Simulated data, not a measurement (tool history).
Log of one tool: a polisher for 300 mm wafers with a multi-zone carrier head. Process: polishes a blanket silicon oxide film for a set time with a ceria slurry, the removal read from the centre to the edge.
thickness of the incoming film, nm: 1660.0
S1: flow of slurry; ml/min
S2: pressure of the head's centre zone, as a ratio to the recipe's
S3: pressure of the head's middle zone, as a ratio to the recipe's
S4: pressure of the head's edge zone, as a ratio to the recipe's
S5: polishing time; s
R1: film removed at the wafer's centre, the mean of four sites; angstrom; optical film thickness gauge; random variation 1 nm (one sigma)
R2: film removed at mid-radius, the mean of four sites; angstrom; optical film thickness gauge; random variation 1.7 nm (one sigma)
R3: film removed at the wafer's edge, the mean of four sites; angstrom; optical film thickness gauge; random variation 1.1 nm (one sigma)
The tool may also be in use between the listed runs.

{"run": 1, "hour": 0.0, "S1": 230, "S2": 1, "S3": 1, "S4": 1, "S5": 43, "R1": 1747.7, "R2": 1735.7, "R3": 1663.3}
{"run": 2, "hour": 5.1, "S1": 215, "S2": 0.94, "S3": 0.99, "S4": 0.96, "S5": 41, "R1": 1530.9, "R2": 1660.8, "R3": 1534.2}
{"run": 3, "hour": 8.5, "S1": 215, "S2": 0.94, "S3": 0.92, "S4": 0.96, "S5": 41, "R1": 1580.4, "R2": 1506.2, "R3": 1544.6}
{"run": 4, "hour": 14.7, "S1": 215, "S2": 0.94, "S3": 0.92, "S4": 0.96, "S5": 51, "R1": 1909.2, "R2": 1908.8, "R3": 1913.2}
{"run": 5, "hour": 16.4, "S1": 215, "S2": 0.94, "S3": 0.92, "S4": 0.9, "S5": 51, "R1": 1911.8, "R2": 1886, "R3": 1899}
{"run": 6, "hour": 24.0, "S1": 215, "S2": 0.99, "S3": 0.92, "S4": 0.9, "S5": 51, "R1": 2024.4, "R2": 1915.5, "R3": 1847.9}
{"run": 7, "hour": 25.3, "S1": 200, "S2": 0.94, "S3": 0.94, "S4": 0.88, "S5": 46, "R1": 1728.2, "R2": 1785, "R3": 1649.4}
{"run": 8, "hour": 29.3, "S1": 195, "S2": 0.9, "S3": 0.94, "S4": 0.89, "S5": 42, "R1": 1491.5, "R2": 1591.7, "R3": 1521.7}
{"run": 9, "hour": 34.5, "S1": 185, "S2": 0.87, "S3": 0.94, "S4": 0.87, "S5": 40, "R1": 1353.7, "R2": 1489.3, "R3": 1420.8}
{"run": 10, "hour": 36.0, "S1": 180, "S2": 0.85, "S3": 0.94, "S4": 0.85, "S5": 39, "R1": 1275, "R2": 1484.9, "R3": 1362.7}
{"run": 11, "hour": 43.4, "S1": 175, "S2": 0.84, "S3": 0.93, "S4": 0.84, "S5": 39, "R1": 1289.4, "R2": 1415.7, "R3": 1372.3}

Forecast run 12:
{"run": 12, "hour": 45.6, "S1": 165, "S2": 0.81, "S3": 0.97, "S4": 0.84, "S5": 37, "R1": "?", "R2": "?", "R3": "?"}

{"run 12": {"R1": 1159.9, "R2": 1381.3, "R3": 1270.9}}
